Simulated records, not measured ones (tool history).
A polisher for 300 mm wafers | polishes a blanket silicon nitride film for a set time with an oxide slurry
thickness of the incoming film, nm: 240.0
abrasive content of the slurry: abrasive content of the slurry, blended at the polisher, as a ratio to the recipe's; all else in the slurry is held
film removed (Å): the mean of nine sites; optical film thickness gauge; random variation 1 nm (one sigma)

run,hour,flow of slurry (ml/min),pressure of the wafer on the pad (kPa),speed of the pad under the wafer (cm/s),abrasive content of the slurry,polishing time (s),film removed (Å)
1,0.0,290,24.1,140,1.0,108,980.84
2,2.1,290,26.9,140,1.0,108,1074.50
3,8.8,290,26.9,124,1.0,108,956.75
4,16.6,290,25.5,122,1.0,108,919.35
5,19.5,290,24.1,120,1.0,108,860.67
6,25.6,290,24.1,138,1.0,108,936.28
7,33.4,290,22.8,136,1.0,108,896.38
8,38.2,290,22.8,136,1.0,108,916.14
9,45.3,290,21.4,134,1.0,108,817.01
10,48.5,290,21.4,134,1.0,108,842.99
11,49.7,290,21.4,134,1.0,108,833.66
12,53.5,290,20.7,134,1.0,108,797.28

Run 13 comes next. What will it give?
13,56.7,290,20.0,134,1.0,108,?

film removed (Å): 783.27

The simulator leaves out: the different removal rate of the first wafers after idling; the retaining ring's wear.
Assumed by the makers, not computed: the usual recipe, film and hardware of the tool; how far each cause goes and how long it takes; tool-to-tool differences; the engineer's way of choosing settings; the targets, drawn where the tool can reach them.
